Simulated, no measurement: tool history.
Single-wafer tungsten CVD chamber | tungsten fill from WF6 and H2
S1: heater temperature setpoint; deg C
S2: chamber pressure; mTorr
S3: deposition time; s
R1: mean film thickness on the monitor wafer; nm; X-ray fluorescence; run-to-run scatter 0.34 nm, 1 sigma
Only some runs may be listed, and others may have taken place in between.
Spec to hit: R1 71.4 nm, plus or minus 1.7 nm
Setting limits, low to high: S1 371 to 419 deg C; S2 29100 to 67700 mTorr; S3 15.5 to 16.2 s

run 1 hour=0 | S1=395 S2=48400 S3=16.2 | R1=54.202
run 2 hour=3.2 | S1=399 S2=48600 S3=16.2 | R1=57.954
run 3 hour=7.5 | S1=389 S2=48600 S3=16.2 | R1=48.447
run 4 hour=8.8 | S1=394 S2=48900 S3=16.2 | R1=53.415
run 5 hour=16.5 | S1=394 S2=55300 S3=16.2 | R1=54.963
run 6 hour=24.3 | S1=394 S2=55300 S3=15.5 | R1=52.8
run 7 hour=31.6 | S1=398 S2=55700 S3=15.5 | R1=56.85
run 8 hour=38.1 | S1=401 S2=56000 S3=15.5 | R1=60.583

Consider the 5 candidate settings below. Which is the only one whose results all fall within their allowed miss of target?
run A hour=44.6 | S1=394 S2=49500 S3=15.5 | R1=?
run B hour=44.6 | S1=386 S2=59000 S3=15.5 | R1=?
run C hour=44.6 | S1=388 S2=57900 S3=15.5 | R1=?
run D hour=44.6 | S1=411 S2=49800 S3=16.2 | R1=?
run E hour=44.6 | S1=397 S2=53400 S3=15.5 | R1=?

move=A R1=51.052
move=B R1=46.896
move=C R1=48.34
move=D R1=71.4
move=E R1=55.257
A: further off than the last run
B: further off than the last run
C: further off than the last run
D: all results land within tolerance of their targets
E: further off than the last run
So the answer is move D, the one that meets all the targets.
